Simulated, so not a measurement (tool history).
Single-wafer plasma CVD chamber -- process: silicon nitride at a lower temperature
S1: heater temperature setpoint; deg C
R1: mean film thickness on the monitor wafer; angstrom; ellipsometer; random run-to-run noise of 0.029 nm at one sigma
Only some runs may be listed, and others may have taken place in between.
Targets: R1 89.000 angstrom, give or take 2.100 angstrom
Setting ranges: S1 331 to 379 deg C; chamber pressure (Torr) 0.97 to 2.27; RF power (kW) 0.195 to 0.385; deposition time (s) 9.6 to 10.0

{"run": 1, "hour": 0.0, "S1": 355, "chamber pressure (Torr)": 1.62, "RF power (kW)": 0.29, "deposition time (s)": 10.0, "R1": 107.78}
{"run": 2, "hour": 3.0, "S1": 355, "chamber pressure (Torr)": 1.52, "RF power (kW)": 0.28, "deposition time (s)": 10.0, "R1": 103.16}
{"run": 3, "hour": 4.4, "S1": 355, "chamber pressure (Torr)": 1.28, "RF power (kW)": 0.28, "deposition time (s)": 10.0, "R1": 99.251}
{"run": 4, "hour": 9.0, "S1": 355, "chamber pressure (Torr)": 1.55, "RF power (kW)": 0.28, "deposition time (s)": 10.0, "R1": 103.13}
{"run": 5, "hour": 15.1, "S1": 349, "chamber pressure (Torr)": 1.55, "RF power (kW)": 0.28, "deposition time (s)": 10.0, "R1": 102.76}
{"run": 6, "hour": 18.4, "S1": 356, "chamber pressure (Torr)": 1.55, "RF power (kW)": 0.28, "deposition time (s)": 10.0, "R1": 103.36}
{"run": 7, "hour": 24.7, "S1": 356, "chamber pressure (Torr)": 1.47, "RF power (kW)": 0.27, "deposition time (s)": 10.0, "R1": 98.641}
{"run": 8, "hour": 30.3, "S1": 356, "chamber pressure (Torr)": 1.41, "RF power (kW)": 0.265, "deposition time (s)": 10.0, "R1": 96.169}
{"run": 9, "hour": 39.1, "S1": 356, "chamber pressure (Torr)": 1.41, "RF power (kW)": 0.265, "deposition time (s)": 10.0, "R1": 96.801}

Consider the 4 candidate settings below. Which is the only one whose results all fall within their allowed miss of target?
{"run": "A", "hour": 47.9, "S1": 361, "chamber pressure (Torr)": 1.53, "RF power (kW)": 0.265, "deposition time (s)": 9.6, "R1": "?"}
{"run": "B", "hour": 47.9, "S1": 362, "chamber pressure (Torr)": 1.24, "RF power (kW)": 0.265, "deposition time (s)": 9.6, "R1": "?"}
{"run": "C", "hour": 47.9, "S1": 355, "chamber pressure (Torr)": 1.71, "RF power (kW)": 0.28, "deposition time (s)": 9.9, "R1": "?"}
{"run": "D", "hour": 47.9, "S1": 354, "chamber pressure (Torr)": 1.42, "RF power (kW)": 0.24, "deposition time (s)": 9.6, "R1": "?"}

move=A R1=94.000
move=B R1=90.335
move=C R1=104.540
move=D R1=84.224
A: an improvement on the last run, though not all results are within tolerance
B: meets every target
C: further off than the last run
D: pushes the last run's worst result past its target
B is the move that brings every result within its allowed miss.

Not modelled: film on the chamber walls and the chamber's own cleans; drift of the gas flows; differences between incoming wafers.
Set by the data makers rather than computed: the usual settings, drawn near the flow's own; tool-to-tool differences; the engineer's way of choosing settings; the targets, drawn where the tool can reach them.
